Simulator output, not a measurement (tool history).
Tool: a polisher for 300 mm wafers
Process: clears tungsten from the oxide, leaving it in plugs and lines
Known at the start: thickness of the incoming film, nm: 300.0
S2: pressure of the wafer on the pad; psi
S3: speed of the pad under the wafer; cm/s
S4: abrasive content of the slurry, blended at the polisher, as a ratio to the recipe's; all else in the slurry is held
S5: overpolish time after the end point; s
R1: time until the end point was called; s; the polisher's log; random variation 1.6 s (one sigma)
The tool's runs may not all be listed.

{"run": 1, "hour": 0.0, "flow of slurry (ml/min)": 235, "S2": 3.4, "S3": 108, "S4": 1.0, "S5": 13, "R1": 57.812}
{"run": 2, "hour": 2.0, "flow of slurry (ml/min)": 235, "S2": 3.4, "S3": 108, "S4": 1.0, "S5": 11, "R1": 56.155}
{"run": 3, "hour": 8.8, "flow of slurry (ml/min)": 235, "S2": 3.4, "S3": 108, "S4": 1.0, "S5": 11, "R1": 54.805}
{"run": 4, "hour": 12.7, "flow of slurry (ml/min)": 235, "S2": 3.1, "S3": 106, "S4": 1.0, "S5": 11, "R1": 62.861}
{"run": 5, "hour": 17.4, "flow of slurry (ml/min)": 235, "S2": 3.8, "S3": 106, "S4": 1.0, "S5": 11, "R1": 51.541}
{"run": 6, "hour": 22.4, "flow of slurry (ml/min)": 235, "S2": 3.4, "S3": 106, "S4": 1.0, "S5": 11, "R1": 59.152}
{"run": 7, "hour": 30.9, "flow of slurry (ml/min)": 235, "S2": 3.4, "S3": 106, "S4": 1.0, "S5": 11, "R1": 57.602}
{"run": 8, "hour": 31.5, "flow of slurry (ml/min)": 235, "S2": 3.1, "S3": 104, "S4": 1.0, "S5": 11, "R1": 65.121}

Run 9 comes next. What will it give?
{"run": 9, "hour": 32.5, "flow of slurry (ml/min)": 235, "S2": 2.9, "S3": 104, "S4": 1.0, "S5": 11, "R1": "?"}

R1: 69.419 s

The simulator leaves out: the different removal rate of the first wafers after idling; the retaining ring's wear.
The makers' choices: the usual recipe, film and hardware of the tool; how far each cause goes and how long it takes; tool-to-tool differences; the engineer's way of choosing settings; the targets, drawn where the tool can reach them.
